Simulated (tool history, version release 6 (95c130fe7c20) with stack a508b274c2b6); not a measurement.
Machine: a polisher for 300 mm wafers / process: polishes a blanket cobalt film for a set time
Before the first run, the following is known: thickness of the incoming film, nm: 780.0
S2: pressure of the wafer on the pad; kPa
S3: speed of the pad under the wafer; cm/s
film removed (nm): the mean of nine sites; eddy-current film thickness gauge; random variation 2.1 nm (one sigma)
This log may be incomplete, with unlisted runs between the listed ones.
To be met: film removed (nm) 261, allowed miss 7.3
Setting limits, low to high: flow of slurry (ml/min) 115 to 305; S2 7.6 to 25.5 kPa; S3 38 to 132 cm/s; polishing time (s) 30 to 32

Run 1, hour 0: flow of slurry (ml/min) 195, S2 16.5 kPa, S3 84 cm/s, polishing time (s) 32. Result: film removed (nm) 138.11.
Run 2, hour 8.2: flow of slurry (ml/min) 195, S2 14.5 kPa, S3 84 cm/s, polishing time (s) 32. Result: film removed (nm) 123.88.
Run 3, hour 13.7: flow of slurry (ml/min) 195, S2 14.5 kPa, S3 72 cm/s, polishing time (s) 32. Result: film removed (nm) 105.9.
Run 4, hour 22.5: flow of slurry (ml/min) 195, S2 14.5 kPa, S3 72 cm/s, polishing time (s) 30. Result: film removed (nm) 99.081.
Run 5, hour 30.3: flow of slurry (ml/min) 195, S2 14.5 kPa, S3 72 cm/s, polishing time (s) 32. Result: film removed (nm) 105.56.
Run 6, hour 31.6: flow of slurry (ml/min) 200, S2 15.9 kPa, S3 74 cm/s, polishing time (s) 32. Result: film removed (nm) 116.06.
Run 7, hour 37.7: flow of slurry (ml/min) 200, S2 17.2 kPa, S3 78 cm/s, polishing time (s) 32. Result: film removed (nm) 130.46.
Run 8, hour 39.8: flow of slurry (ml/min) 200, S2 18.6 kPa, S3 80 cm/s, polishing time (s) 32. Result: film removed (nm) 145.62.
Run 9, hour 45.3: flow of slurry (ml/min) 230, S2 22.8 kPa, S3 94 cm/s, polishing time (s) 32. Result: film removed (nm) 204.53.
Run 10, hour 46.4: flow of slurry (ml/min) 230, S2 23.4 kPa, S3 96 cm/s, polishing time (s) 32. Result: film removed (nm) 218.88.
Run 11, hour 52.6: flow of slurry (ml/min) 230, S2 24.8 kPa, S3 100 cm/s, polishing time (s) 32. Result: film removed (nm) 233.27.

Which of these 4 next moves meets every target?
Run A, hour 58.8: flow of slurry (ml/min) 165, S2 25.5 kPa, S3 116 cm/s, polishing time (s) 31. Result: film removed (nm) ?.
Run B, hour 58.8: flow of slurry (ml/min) 215, S2 22.8 kPa, S3 94 cm/s, polishing time (s) 32. Result: film removed (nm) ?.
Run C, hour 58.8: flow of slurry (ml/min) 205, S2 24.1 kPa, S3 90 cm/s, polishing time (s) 30. Result: film removed (nm) ?.
Run D, hour 58.8: flow of slurry (ml/min) 210, S2 23.4 kPa, S3 98 cm/s, polishing time (s) 30. Result: film removed (nm) ?.

move  film removed (nm)
   A             261.06
   B             202.94
   C             191.38
   D             203.04
A: every result lands within tolerance
B: lands further from the targets than the last run did
C: lands further from the targets than the last run did
D: lands further from the targets than the last run did
So the answer is move A, the one that meets all the targets.

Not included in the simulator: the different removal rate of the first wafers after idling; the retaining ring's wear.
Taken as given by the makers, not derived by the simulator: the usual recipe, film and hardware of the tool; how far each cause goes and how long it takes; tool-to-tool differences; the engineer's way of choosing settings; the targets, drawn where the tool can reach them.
